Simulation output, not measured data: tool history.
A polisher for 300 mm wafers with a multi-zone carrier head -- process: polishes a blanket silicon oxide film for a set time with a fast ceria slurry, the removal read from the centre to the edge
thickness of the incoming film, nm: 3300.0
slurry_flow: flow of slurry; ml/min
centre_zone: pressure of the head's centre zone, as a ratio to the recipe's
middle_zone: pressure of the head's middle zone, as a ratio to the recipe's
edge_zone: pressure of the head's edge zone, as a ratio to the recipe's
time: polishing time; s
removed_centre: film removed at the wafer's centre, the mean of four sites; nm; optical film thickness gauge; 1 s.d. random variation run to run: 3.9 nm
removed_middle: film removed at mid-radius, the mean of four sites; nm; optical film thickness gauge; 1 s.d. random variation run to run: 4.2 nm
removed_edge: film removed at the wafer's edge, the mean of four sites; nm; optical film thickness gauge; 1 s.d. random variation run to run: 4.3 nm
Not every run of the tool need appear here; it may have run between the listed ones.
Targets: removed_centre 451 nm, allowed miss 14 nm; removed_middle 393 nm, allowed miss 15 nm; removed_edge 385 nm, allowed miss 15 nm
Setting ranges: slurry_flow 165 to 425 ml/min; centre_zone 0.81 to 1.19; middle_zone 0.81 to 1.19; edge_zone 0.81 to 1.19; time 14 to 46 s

Run 1, hour 0: slurry_flow 275 ml/min, centre_zone 1, middle_zone 1, edge_zone 1, time 30 s. Result: removed_centre 331.18 nm, removed_middle 332.7 nm, removed_edge 329.77 nm.
Run 2, hour 6.6: slurry_flow 275 ml/min, centre_zone 1, middle_zone 1, edge_zone 1, time 33 s. Result: removed_centre 362.18 nm, removed_middle 355.57 nm, removed_edge 359.68 nm.
Run 3, hour 14.3: slurry_flow 275 ml/min, centre_zone 1, middle_zone 1.04, edge_zone 1, time 33 s. Result: removed_centre 361.71 nm, removed_middle 377.76 nm, removed_edge 362.89 nm.
Run 4, hour 15: slurry_flow 275 ml/min, centre_zone 1, middle_zone 1.04, edge_zone 1, time 26 s. Result: removed_centre 289.64 nm, removed_middle 288.24 nm, removed_edge 282.33 nm.
Run 5, hour 17.4: slurry_flow 290 ml/min, centre_zone 1.06, middle_zone 1.05, edge_zone 1.03, time 29 s. Result: removed_centre 347.14 nm, removed_middle 334.45 nm, removed_edge 322.21 nm.
Run 6, hour 21.8: slurry_flow 300 ml/min, centre_zone 1.1, middle_zone 1.06, edge_zone 1.07, time 30 s. Result: removed_centre 370.05 nm, removed_middle 338.24 nm, removed_edge 344.8 nm.
Run 7, hour 25: slurry_flow 325 ml/min, centre_zone 1.19, middle_zone 1.14, edge_zone 1.04, time 34 s. Result: removed_centre 454.66 nm, removed_middle 416.02 nm, removed_edge 380.77 nm.
Run 8, hour 28.8: slurry_flow 320 ml/min, centre_zone 1.19, middle_zone 1.12, edge_zone 1.05, time 34 s. Result: removed_centre 454.41 nm, removed_middle 412.48 nm, removed_edge 385.05 nm.

Which one of the following 5 next-run settings gets every result inside its allowed miss? There is exactly one.
Run A, hour 32.6: slurry_flow 325 ml/min, centre_zone 1.19, middle_zone 0.97, edge_zone 1.03, time 34 s. Result: removed_centre ?, removed_middle ?, removed_edge ?.
Run B, hour 32.6: slurry_flow 295 ml/min, centre_zone 1.15, middle_zone 1.14, edge_zone 0.95, time 36 s. Result: removed_centre ?, removed_middle ?, removed_edge ?.
Run C, hour 32.6: slurry_flow 340 ml/min, centre_zone 1.18, middle_zone 1.07, edge_zone 1.03, time 34 s. Result: removed_centre ?, removed_middle ?, removed_edge ?.
Run D, hour 32.6: slurry_flow 245 ml/min, centre_zone 1.08, middle_zone 1.19, edge_zone 0.97, time 37 s. Result: removed_centre ?, removed_middle ?, removed_edge ?.
Run E, hour 32.6: slurry_flow 305 ml/min, centre_zone 1.13, middle_zone 1.15, edge_zone 1.05, time 36 s. Result: removed_centre ?, removed_middle ?, removed_edge ?.

move  removed_centre  removed_middle  removed_edge
   A          453.41          370.24         375.6
   B          460.62          438.23        379.69
   C          451.46          398.91         376.1
   D          437.27          458.46        389.47
   E          453.85           442.2        399.21
A: carries the result that was furthest off beyond its target, to the other side
B: lands further from the targets than the last run did
C: meets every target
D: lands further from the targets than the last run did
E: lands further from the targets than the last run did
The move that meets every target is C.

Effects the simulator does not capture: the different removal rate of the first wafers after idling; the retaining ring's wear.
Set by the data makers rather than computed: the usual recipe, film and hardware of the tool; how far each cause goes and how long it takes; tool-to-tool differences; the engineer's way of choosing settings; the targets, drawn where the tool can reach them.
